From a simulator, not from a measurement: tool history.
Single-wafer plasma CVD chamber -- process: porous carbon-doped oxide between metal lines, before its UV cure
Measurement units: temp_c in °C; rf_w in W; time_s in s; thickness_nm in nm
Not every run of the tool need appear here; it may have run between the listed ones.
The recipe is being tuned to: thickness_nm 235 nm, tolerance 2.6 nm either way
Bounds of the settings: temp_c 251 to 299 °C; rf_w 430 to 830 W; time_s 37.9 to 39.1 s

Run 1, hour 0: temp_c 275 °C, rf_w 630 W, time_s 37.9 s. Result: thickness_nm 280.9 nm.
Run 2, hour 8.3: temp_c 283 °C, rf_w 620 W, time_s 37.9 s. Result: thickness_nm 262.53 nm.
Run 3, hour 10.4: temp_c 288 °C, rf_w 620 W, time_s 37.9 s. Result: thickness_nm 252.42 nm.
Run 4, hour 18: temp_c 288 °C, rf_w 620 W, time_s 37.9 s. Result: thickness_nm 252.9 nm.
Run 5, hour 24.4: temp_c 284 °C, rf_w 620 W, time_s 37.9 s. Result: thickness_nm 261.15 nm.
Run 6, hour 31: temp_c 276 °C, rf_w 620 W, time_s 37.9 s. Result: thickness_nm 276.14 nm.
Run 7, hour 39.8: temp_c 283 °C, rf_w 615 W, time_s 37.9 s. Result: thickness_nm 261.14 nm.
Run 8, hour 43: temp_c 288 °C, rf_w 615 W, time_s 37.9 s. Result: thickness_nm 251.63 nm.
Run 9, hour 48.1: temp_c 291 °C, rf_w 615 W, time_s 37.9 s. Result: thickness_nm 245.97 nm.
Run 10, hour 53.8: temp_c 291 °C, rf_w 615 W, time_s 37.9 s. Result: thickness_nm 246.89 nm.
Run 11, hour 58.4: temp_c 293 °C, rf_w 615 W, time_s 37.9 s. Result: thickness_nm 243.75 nm.
Run 12, hour 60.7: temp_c 295 °C, rf_w 615 W, time_s 37.9 s. Result: thickness_nm 240.45 nm.
Run 13, hour 69.3: temp_c 296 °C, rf_w 615 W, time_s 37.9 s. Result: thickness_nm 239 nm.

Pick the move, out of 5, that brings all results within their allowed miss; only one does.
Run A, hour 77.9: temp_c 298 °C, rf_w 580 W, time_s 38.9 s. Result: thickness_nm ?.
Run B, hour 77.9: temp_c 291 °C, rf_w 580 W, time_s 38.9 s. Result: thickness_nm ?.
Run C, hour 77.9: temp_c 298 °C, rf_w 610 W, time_s 38.9 s. Result: thickness_nm ?.
Run D, hour 77.9: temp_c 295 °C, rf_w 595 W, time_s 39.1 s. Result: thickness_nm ?.
Run E, hour 77.9: temp_c 297 °C, rf_w 610 W, time_s 38.7 s. Result: thickness_nm ?.

move  thickness_nm
   A        234.59
   B        245.87
   C        241.17
   D         243.9
   E        241.55
A: each result inside its tolerance
B: misses by more than the last run did
C: misses by more than the last run did
D: misses by more than the last run did
E: misses by more than the last run did
The move that meets every target is A.

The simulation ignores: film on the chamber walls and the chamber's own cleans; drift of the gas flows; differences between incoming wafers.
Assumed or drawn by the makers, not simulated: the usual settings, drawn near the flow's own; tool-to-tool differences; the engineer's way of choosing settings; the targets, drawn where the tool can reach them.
